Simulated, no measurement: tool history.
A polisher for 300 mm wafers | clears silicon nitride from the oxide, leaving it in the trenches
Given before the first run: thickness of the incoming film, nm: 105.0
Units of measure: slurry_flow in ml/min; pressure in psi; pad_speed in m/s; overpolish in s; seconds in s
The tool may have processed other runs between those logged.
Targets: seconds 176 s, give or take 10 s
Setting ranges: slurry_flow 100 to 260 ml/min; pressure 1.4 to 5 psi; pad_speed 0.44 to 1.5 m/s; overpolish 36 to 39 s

run 1 hour=0 | slurry_flow=165 pressure=3.2 pad_speed=0.96 overpolish=36 | seconds=101.26
run 2 hour=7.9 | slurry_flow=165 pressure=2.8 pad_speed=0.94 overpolish=36 | seconds=118.23
run 3 hour=12.4 | slurry_flow=165 pressure=3.5 pad_speed=0.94 overpolish=36 | seconds=94.014
run 4 hour=16.7 | slurry_flow=165 pressure=3.5 pad_speed=0.84 overpolish=36 | seconds=104.08
run 5 hour=19.2 | slurry_flow=165 pressure=3.5 pad_speed=0.84 overpolish=36 | seconds=101.33
run 6 hour=22.6 | slurry_flow=165 pressure=3.5 pad_speed=0.84 overpolish=39 | seconds=103.87
run 7 hour=27.7 | slurry_flow=165 pressure=3.1 pad_speed=0.82 overpolish=39 | seconds=118.66
run 8 hour=33.5 | slurry_flow=165 pressure=2.8 pad_speed=0.8 overpolish=39 | seconds=131.04
run 9 hour=37.5 | slurry_flow=165 pressure=2.6 pad_speed=0.78 overpolish=39 | seconds=147.66
run 10 hour=39.7 | slurry_flow=165 pressure=2.5 pad_speed=0.78 overpolish=39 | seconds=153.63
run 11 hour=41.9 | slurry_flow=165 pressure=2.5 pad_speed=0.78 overpolish=39 | seconds=149.44
run 12 hour=46.3 | slurry_flow=165 pressure=2.4 pad_speed=0.78 overpolish=39 | seconds=164.06

Next run, 5 choices. One meets every target within its allowed miss, the rest don't. Which?
run A hour=50.7 | slurry_flow=245 pressure=2.5 pad_speed=0.84 overpolish=37 | seconds=?
run B hour=50.7 | slurry_flow=190 pressure=2.4 pad_speed=0.78 overpolish=39 | seconds=?
run C hour=50.7 | slurry_flow=180 pressure=2.3 pad_speed=0.82 overpolish=36 | seconds=?
run D hour=50.7 | slurry_flow=180 pressure=2.1 pad_speed=0.78 overpolish=37 | seconds=?
run E hour=50.7 | slurry_flow=175 pressure=2.4 pad_speed=0.8 overpolish=37 | seconds=?

move=A seconds=134.82
move=B seconds=154.87
move=C seconds=155.54
move=D seconds=177.46
move=E seconds=153.35
A: its largest miss is bigger than the last run's
B: its largest miss is bigger than the last run's
C: its largest miss is bigger than the last run's
D: each result inside its tolerance
E: its largest miss is bigger than the last run's
The right move is D.

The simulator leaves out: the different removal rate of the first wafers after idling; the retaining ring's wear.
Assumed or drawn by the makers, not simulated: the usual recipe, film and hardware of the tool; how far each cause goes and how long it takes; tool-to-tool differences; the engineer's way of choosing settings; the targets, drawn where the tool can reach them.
